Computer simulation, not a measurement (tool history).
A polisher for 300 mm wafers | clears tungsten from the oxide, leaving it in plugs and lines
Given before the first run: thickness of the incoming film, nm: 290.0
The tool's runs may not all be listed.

| run | day | flow of slurry (ml/min) | pressure of the wafer on the pad (psi) | speed of the pad under the wafer (cm/s) | abrasive content of the slurry | overpolish time after the end point (s) | time until the end point was called (s) |
|---|---|---|---|---|---|---|---|
| 1 | 0 | 250 | 3.1 | 118 | 1 | 46 | 59.81 |
| 2 | 0.079 | 250 | 3.1 | 118 | 1 | 46 | 58.655 |
| 3 | 0.238 | 250 | 2.9 | 118 | 1 | 46 | 60.748 |
| 4 | 0.354 | 250 | 2.6 | 116 | 1 | 46 | 67.098 |
| 5 | 0.446 | 250 | 2.4 | 116 | 1 | 46 | 73.075 |
| 6 | 0.5 | 250 | 2.4 | 140 | 1 | 46 | 60.123 |

Estimate the outcome of run 7 from the log above:
| 7 | 0.792 | 250 | 2.4 | 140 | 1 | 46 | ? |

{"run 7": {"time until the end point was called (s)": 61.97}}
